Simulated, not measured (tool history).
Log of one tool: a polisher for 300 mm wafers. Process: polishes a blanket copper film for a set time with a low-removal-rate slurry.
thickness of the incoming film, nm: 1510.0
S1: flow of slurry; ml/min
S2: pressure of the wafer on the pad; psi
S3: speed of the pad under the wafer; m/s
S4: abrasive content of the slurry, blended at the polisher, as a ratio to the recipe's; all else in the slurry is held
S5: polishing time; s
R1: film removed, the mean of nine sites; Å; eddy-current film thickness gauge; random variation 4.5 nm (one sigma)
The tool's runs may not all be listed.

run  hour   S1   S2    S3  S4   S5      R1
  1     0  220  3.5     1   1  115  3434.8
  2   0.9  220  3.5  1.16   1  115  3909.7
  3   4.4  220  3.6  1.16   1  115  3909.5
  4   7.3  220  3.7  1.16   1  115  4142.8
  5  15.7  220  3.8  1.16   1  115  4170.5
  6  20.4  170  3.8  1.16   1  115  4123.1

The next listed run, before its measurement:
  7  26.6  170  3.9  1.16   1  115   ?

{"run 7": {"R1": 4122}}

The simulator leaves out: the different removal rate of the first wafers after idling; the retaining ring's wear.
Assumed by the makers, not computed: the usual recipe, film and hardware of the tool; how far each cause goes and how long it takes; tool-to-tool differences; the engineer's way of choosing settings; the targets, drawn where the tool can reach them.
